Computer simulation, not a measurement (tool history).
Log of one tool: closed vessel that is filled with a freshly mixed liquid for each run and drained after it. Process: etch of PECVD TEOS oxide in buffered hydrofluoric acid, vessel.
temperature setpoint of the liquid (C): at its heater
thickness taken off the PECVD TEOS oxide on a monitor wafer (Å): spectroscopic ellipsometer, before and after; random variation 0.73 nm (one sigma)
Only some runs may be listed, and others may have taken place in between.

run  hour  temperature setpoint of the liquid (C)  parts of 40 % ammonium fluoride to one part of 49 % hydrofluoric acid (parts by volume)  time in the liquid (s)  thickness taken off the PECVD TEOS oxide on a monitor wafer (Å)
  1     0                                      23                                                                                       14                      95                                                           2238.1
  2   1.6                                      23                                                                                       14                      95                                                           2272.1
  3    10                                    21.5                                                                                       15                      95                                                           1937.9
  4  10.8                                    21.5                                                                                       12                      95                                                           2416.8
  5  13.3                                    21.5                                                                                       12                      95                                                           2429.4
  6  18.1                                    21.5                                                                                       12                     100                                                           2557.8
  7  23.5                                    20.5                                                                                       14                     100                                                           2041.2
  8  29.7                                    19.5                                                                                       15                     100                                                           1832.9
  9  34.4                                      19                                                                                       16                     100                                                           1666.9
 10  37.3                                    18.5                                                                                       17                     100                                                           1521.7
 11  46.2                                      18                                                                                     17.5                     100                                                           1429.5
 12  49.1                                      18                                                                                       18                     100                                                           1396.7
 13  56.6                                      18                                                                                     18.5                     100                                                           1359.5

Run 14 comes next. What will it give?
 14  60.8                                      18                                                                                       19                     100                                                                ?

Run 14 measured thickness taken off the PECVD TEOS oxide on a monitor wafer (Å) 1330.2.
